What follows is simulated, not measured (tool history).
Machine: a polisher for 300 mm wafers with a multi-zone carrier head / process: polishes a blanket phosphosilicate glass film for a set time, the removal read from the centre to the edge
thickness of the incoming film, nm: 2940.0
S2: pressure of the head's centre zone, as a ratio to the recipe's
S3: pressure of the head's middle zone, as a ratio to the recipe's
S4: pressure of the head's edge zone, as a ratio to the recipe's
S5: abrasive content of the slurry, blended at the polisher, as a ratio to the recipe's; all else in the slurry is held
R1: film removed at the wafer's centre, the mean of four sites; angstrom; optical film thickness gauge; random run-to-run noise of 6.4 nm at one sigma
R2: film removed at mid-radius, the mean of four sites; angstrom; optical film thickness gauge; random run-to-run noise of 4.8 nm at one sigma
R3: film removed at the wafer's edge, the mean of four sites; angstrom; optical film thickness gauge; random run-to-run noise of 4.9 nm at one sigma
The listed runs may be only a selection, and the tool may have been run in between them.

{"run": 1, "hour": 0.0, "flow of slurry (ml/min)": 160, "S2": 1.0, "S3": 1.0, "S4": 1.0, "S5": 1.0, "polishing time (s)": 66, "R1": 5754.6, "R2": 6060.8, "R3": 5868.2}
{"run": 2, "hour": 3.7, "flow of slurry (ml/min)": 155, "S2": 1.02, "S3": 0.99, "S4": 0.98, "S5": 0.95, "polishing time (s)": 66, "R1": 5724.8, "R2": 5823.8, "R3": 5646.4}
{"run": 3, "hour": 7.0, "flow of slurry (ml/min)": 150, "S2": 1.03, "S3": 0.98, "S4": 0.96, "S5": 0.9, "polishing time (s)": 66, "R1": 5549.9, "R2": 5477.5, "R3": 5448.1}
{"run": 4, "hour": 10.4, "flow of slurry (ml/min)": 150, "S2": 1.03, "S3": 1.05, "S4": 0.96, "S5": 0.9, "polishing time (s)": 66, "R1": 5454.1, "R2": 5847.2, "R3": 5334.3}
{"run": 5, "hour": 18.0, "flow of slurry (ml/min)": 165, "S2": 1.03, "S3": 1.05, "S4": 0.96, "S5": 0.9, "polishing time (s)": 66, "R1": 5690.3, "R2": 5968.8, "R3": 5452.6}
{"run": 6, "hour": 22.8, "flow of slurry (ml/min)": 165, "S2": 0.95, "S3": 1.05, "S4": 0.96, "S5": 0.9, "polishing time (s)": 66, "R1": 5241.1, "R2": 6006.8, "R3": 5355.5}
{"run": 7, "hour": 31.1, "flow of slurry (ml/min)": 160, "S2": 0.97, "S3": 1.03, "S4": 0.93, "S5": 0.85, "polishing time (s)": 66, "R1": 5196.2, "R2": 5556.6, "R3": 5284.5}
{"run": 8, "hour": 33.0, "flow of slurry (ml/min)": 155, "S2": 1.0, "S3": 1.03, "S4": 0.91, "S5": 0.8, "polishing time (s)": 66, "R1": 5201.9, "R2": 5392.9, "R3": 4959.7}
{"run": 9, "hour": 35.3, "flow of slurry (ml/min)": 150, "S2": 1.01, "S3": 1.02, "S4": 0.89, "S5": 0.8, "polishing time (s)": 66, "R1": 5140.2, "R2": 5274.8, "R3": 4741.6}
{"run": 10, "hour": 38.1, "flow of slurry (ml/min)": 145, "S2": 1.02, "S3": 1.0, "S4": 0.89, "S5": 0.8, "polishing time (s)": 66, "R1": 5147.3, "R2": 5238.7, "R3": 4838.6}
{"run": 11, "hour": 45.6, "flow of slurry (ml/min)": 140, "S2": 1.03, "S3": 0.98, "S4": 0.88, "S5": 0.8, "polishing time (s)": 66, "R1": 5137.6, "R2": 5066.0, "R3": 4845.0}
{"run": 12, "hour": 50.7, "flow of slurry (ml/min)": 140, "S2": 1.04, "S3": 0.97, "S4": 0.87, "S5": 0.8, "polishing time (s)": 66, "R1": 5224.6, "R2": 4978.7, "R3": 4815.5}
{"run": 13, "hour": 57.0, "flow of slurry (ml/min)": 135, "S2": 1.05, "S3": 0.97, "S4": 0.86, "S5": 0.8, "polishing time (s)": 66, "R1": 5250.3, "R2": 4989.4, "R3": 4789.4}
{"run": 14, "hour": 63.3, "flow of slurry (ml/min)": 135, "S2": 1.06, "S3": 0.96, "S4": 0.85, "S5": 0.8, "polishing time (s)": 66, "R1": 5292.3, "R2": 4939.1, "R3": 4663.1}
{"run": 15, "hour": 66.2, "flow of slurry (ml/min)": 130, "S2": 1.06, "S3": 0.95, "S4": 0.84, "S5": 0.8, "polishing time (s)": 66, "R1": 5140.5, "R2": 4771.5, "R3": 4591.3}
{"run": 16, "hour": 68.1, "flow of slurry (ml/min)": 130, "S2": 1.06, "S3": 0.95, "S4": 0.84, "S5": 0.8, "polishing time (s)": 66, "R1": 5244.0, "R2": 4836.6, "R3": 4622.9}
{"run": 17, "hour": 71.0, "flow of slurry (ml/min)": 130, "S2": 1.06, "S3": 0.95, "S4": 0.84, "S5": 0.8, "polishing time (s)": 66, "R1": 5209.4, "R2": 4915.4, "R3": 4748.3}

Predict the results of run 18:
{"run": 18, "hour": 76.6, "flow of slurry (ml/min)": 130, "S2": 1.07, "S3": 0.95, "S4": 0.84, "S5": 0.8, "polishing time (s)": 66, "R1": "?", "R2": "?", "R3": "?"}

Run 18 yielded R1 5225.5 angstrom, R2 4881.5 angstrom, R3 4751.8 angstrom.

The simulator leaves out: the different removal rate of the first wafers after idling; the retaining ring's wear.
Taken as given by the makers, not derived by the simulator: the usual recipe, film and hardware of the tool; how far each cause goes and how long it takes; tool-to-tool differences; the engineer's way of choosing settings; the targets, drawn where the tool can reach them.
